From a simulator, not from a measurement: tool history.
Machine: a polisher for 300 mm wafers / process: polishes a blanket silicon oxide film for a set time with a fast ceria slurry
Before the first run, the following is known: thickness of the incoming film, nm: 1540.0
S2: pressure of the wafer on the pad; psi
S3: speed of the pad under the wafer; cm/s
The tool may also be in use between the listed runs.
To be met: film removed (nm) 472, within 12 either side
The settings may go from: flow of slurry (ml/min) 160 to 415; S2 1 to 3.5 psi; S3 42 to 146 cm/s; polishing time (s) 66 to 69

run 1 day=0 | flow_of_slurry_(ml/min)=265 S2=2.2 S3=94 polishing_time_(s)=66 | film_removed_(nm)=639.6
run 2 day=0.162 | flow_of_slurry_(ml/min)=265 S2=2.6 S3=94 polishing_time_(s)=66 | film_removed_(nm)=754.3
run 3 day=0.292 | flow_of_slurry_(ml/min)=260 S2=2.3 S3=94 polishing_time_(s)=66 | film_removed_(nm)=663.17
run 4 day=0.354 | flow_of_slurry_(ml/min)=260 S2=2.3 S3=104 polishing_time_(s)=66 | film_removed_(nm)=729.68
run 5 day=0.442 | flow_of_slurry_(ml/min)=255 S2=2 S3=104 polishing_time_(s)=66 | film_removed_(nm)=647.43
run 6 day=0.725 | flow_of_slurry_(ml/min)=255 S2=2 S3=104 polishing_time_(s)=69 | film_removed_(nm)=671.77
run 7 day=0.954 | flow_of_slurry_(ml/min)=250 S2=1.8 S3=104 polishing_time_(s)=69 | film_removed_(nm)=600.42
run 8 day=1.083 | flow_of_slurry_(ml/min)=235 S2=1.7 S3=104 polishing_time_(s)=69 | film_removed_(nm)=568.71
run 9 day=1.15 | flow_of_slurry_(ml/min)=220 S2=1.6 S3=104 polishing_time_(s)=69 | film_removed_(nm)=533.17
run 10 day=1.408 | flow_of_slurry_(ml/min)=205 S2=1.6 S3=104 polishing_time_(s)=69 | film_removed_(nm)=523.43
run 11 day=1.758 | flow_of_slurry_(ml/min)=195 S2=1.6 S3=104 polishing_time_(s)=69 | film_removed_(nm)=524.35
run 12 day=2.1 | flow_of_slurry_(ml/min)=190 S2=1.5 S3=104 polishing_time_(s)=69 | film_removed_(nm)=489.19
run 13 day=2.258 | flow_of_slurry_(ml/min)=185 S2=1.5 S3=104 polishing_time_(s)=69 | film_removed_(nm)=489.51

Which single option among these 5 for the next run brings every result within its allowed miss of target? Just one does.
run A day=2.417 | flow_of_slurry_(ml/min)=210 S2=1.3 S3=114 polishing_time_(s)=66 | film_removed_(nm)=?
run B day=2.417 | flow_of_slurry_(ml/min)=190 S2=1.4 S3=120 polishing_time_(s)=67 | film_removed_(nm)=?
run C day=2.417 | flow_of_slurry_(ml/min)=200 S2=1.6 S3=104 polishing_time_(s)=66 | film_removed_(nm)=?
run D day=2.417 | flow_of_slurry_(ml/min)=215 S2=2.5 S3=56 polishing_time_(s)=68 | film_removed_(nm)=?
run E day=2.417 | flow_of_slurry_(ml/min)=195 S2=1.6 S3=98 polishing_time_(s)=66 | film_removed_(nm)=?

move=A film_removed_(nm)=453.75
move=B film_removed_(nm)=511.74
move=C film_removed_(nm)=502.27
move=D film_removed_(nm)=443.68
move=E film_removed_(nm)=472.22
A: pushes the last run's worst result past its target
B: its largest miss is bigger than the last run's
C: its largest miss is bigger than the last run's
D: pushes the last run's worst result past its target
E: all results land within tolerance of their targets
Correct choice: E, which meets every target
